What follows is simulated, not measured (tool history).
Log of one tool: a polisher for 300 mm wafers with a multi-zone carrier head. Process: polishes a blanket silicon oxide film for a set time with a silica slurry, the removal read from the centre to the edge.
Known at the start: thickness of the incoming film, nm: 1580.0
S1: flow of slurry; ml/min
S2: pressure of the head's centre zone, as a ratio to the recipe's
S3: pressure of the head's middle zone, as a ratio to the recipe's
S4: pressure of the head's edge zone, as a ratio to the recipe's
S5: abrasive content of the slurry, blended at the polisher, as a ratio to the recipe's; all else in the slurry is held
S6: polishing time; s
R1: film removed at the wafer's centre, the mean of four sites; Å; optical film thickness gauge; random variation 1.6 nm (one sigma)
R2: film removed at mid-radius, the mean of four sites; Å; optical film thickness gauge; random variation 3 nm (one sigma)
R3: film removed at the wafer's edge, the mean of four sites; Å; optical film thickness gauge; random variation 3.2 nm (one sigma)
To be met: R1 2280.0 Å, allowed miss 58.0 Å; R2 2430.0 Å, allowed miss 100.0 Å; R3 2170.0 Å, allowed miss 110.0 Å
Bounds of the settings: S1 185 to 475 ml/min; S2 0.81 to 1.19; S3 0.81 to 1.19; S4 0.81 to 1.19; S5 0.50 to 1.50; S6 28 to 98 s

| run | hour | S1 | S2 | S3 | S4 | S5 | S6 | R1 | R2 | R3 |
|---|---|---|---|---|---|---|---|---|---|---|
| 1 | 0.0 | 305 | 1.00 | 1.00 | 1.00 | 1.00 | 63 | 2697.6 | 2670.3 | 2655.5 |
| 2 | 1.2 | 305 | 0.99 | 1.00 | 0.97 | 0.95 | 63 | 2621.8 | 2574.6 | 2528.1 |
| 3 | 4.6 | 305 | 0.99 | 1.00 | 0.97 | 1.05 | 63 | 2701.2 | 2692.1 | 2665.2 |
| 4 | 6.9 | 305 | 1.05 | 1.00 | 0.97 | 1.05 | 63 | 2891.5 | 2700.1 | 2639.4 |
| 5 | 12.5 | 305 | 1.05 | 1.00 | 0.97 | 1.05 | 54 | 2487.3 | 2305.7 | 2226.4 |
| 6 | 17.4 | 300 | 1.04 | 1.01 | 0.96 | 1.05 | 54 | 2465.4 | 2343.0 | 2243.4 |
| 7 | 24.5 | 300 | 1.03 | 1.02 | 0.95 | 1.05 | 54 | 2447.7 | 2338.6 | 2293.2 |
| 8 | 32.3 | 295 | 1.01 | 1.12 | 0.86 | 0.90 | 54 | 2238.2 | 2388.8 | 2016.6 |
| 9 | 36.0 | 295 | 1.01 | 1.12 | 0.87 | 0.90 | 54 | 2229.2 | 2372.5 | 2046.4 |
| 10 | 44.5 | 295 | 1.01 | 1.12 | 0.88 | 0.90 | 54 | 2245.8 | 2361.3 | 2055.4 |
| 11 | 47.5 | 295 | 1.01 | 1.12 | 0.89 | 0.90 | 54 | 2269.5 | 2347.3 | 2019.4 |
| 12 | 52.0 | 295 | 1.00 | 1.12 | 0.89 | 0.90 | 54 | 2218.8 | 2301.0 | 1996.2 |

4 next moves are on the table. One of them brings every result within its allowed miss. Which?
| A | 56.5 | 230 | 1.01 | 1.14 | 0.98 | 1.25 | 50 | ? | ? | ? |
| B | 56.5 | 330 | 0.85 | 0.97 | 0.93 | 1.00 | 59 | ? | ? | ? |
| C | 56.5 | 260 | 0.96 | 1.18 | 0.85 | 0.80 | 61 | ? | ? | ? |
| D | 56.5 | 295 | 0.91 | 0.91 | 0.96 | 0.90 | 57 | ? | ? | ? |

| move | R1 | R2 | R3 |
|---|---|---|---|
| A | 2286.0 | 2453.7 | 2212.6 |
| B | 2188.6 | 2457.4 | 2421.1 |
| C | 2300.6 | 2659.4 | 2179.3 |
| D | 2152.7 | 2164.2 | 2272.9 |
A: meets every target
B: takes the result that was furthest off past its target
C: brings the result that was furthest off to its target, and leaves another outside
D: brings the result that was furthest off to its target, and leaves another outside
Answer: A

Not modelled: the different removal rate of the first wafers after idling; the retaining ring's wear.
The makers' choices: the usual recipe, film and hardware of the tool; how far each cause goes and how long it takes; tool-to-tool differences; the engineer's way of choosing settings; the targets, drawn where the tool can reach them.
